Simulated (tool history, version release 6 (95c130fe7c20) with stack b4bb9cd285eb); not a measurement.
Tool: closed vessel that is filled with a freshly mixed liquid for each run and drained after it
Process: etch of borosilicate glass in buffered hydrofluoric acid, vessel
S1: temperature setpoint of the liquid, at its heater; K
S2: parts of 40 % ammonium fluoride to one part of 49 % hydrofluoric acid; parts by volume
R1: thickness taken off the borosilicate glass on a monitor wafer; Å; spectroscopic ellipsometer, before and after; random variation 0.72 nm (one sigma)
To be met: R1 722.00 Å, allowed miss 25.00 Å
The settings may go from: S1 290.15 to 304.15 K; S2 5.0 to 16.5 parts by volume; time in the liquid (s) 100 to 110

run 1 day=0.000 | S1=296.15 S2=10.0 time_in_the_liquid_(s)=100 | R1=1052.00
run 2 day=0.238 | S1=296.15 S2=10.0 time_in_the_liquid_(s)=110 | R1=1157.60
run 3 day=0.325 | S1=294.65 S2=10.0 time_in_the_liquid_(s)=110 | R1=1068.80
run 4 day=0.379 | S1=294.15 S2=10.0 time_in_the_liquid_(s)=110 | R1=1018.70
run 5 day=0.554 | S1=293.65 S2=10.0 time_in_the_liquid_(s)=110 | R1=1024.10
run 6 day=0.746 | S1=293.15 S2=10.0 time_in_the_liquid_(s)=110 | R1=971.90
run 7 day=1.083 | S1=292.65 S2=10.0 time_in_the_liquid_(s)=110 | R1=942.81
run 8 day=1.125 | S1=292.15 S2=10.0 time_in_the_liquid_(s)=110 | R1=913.62
run 9 day=1.367 | S1=291.15 S2=10.5 time_in_the_liquid_(s)=110 | R1=832.54
run 10 day=1.588 | S1=290.65 S2=11.0 time_in_the_liquid_(s)=110 | R1=776.64

5 next moves are on the table. One of them brings every result within its allowed miss. Which?
run A day=1.808 | S1=290.15 S2=12.0 time_in_the_liquid_(s)=105 | R1=?
run B day=1.808 | S1=292.65 S2=12.5 time_in_the_liquid_(s)=105 | R1=?
run C day=1.808 | S1=291.65 S2=13.5 time_in_the_liquid_(s)=110 | R1=?
run D day=1.808 | S1=292.15 S2=10.5 time_in_the_liquid_(s)=105 | R1=?
run E day=1.808 | S1=290.15 S2=11.5 time_in_the_liquid_(s)=100 | R1=?

move=A R1=656.33
move=B R1=724.00
move=C R1=665.03
move=D R1=836.98
move=E R1=652.01
A: takes the result that was furthest off past its target
B: meets every target
C: takes the result that was furthest off past its target
D: further off than the last run
E: takes the result that was furthest off past its target
The right move is B.
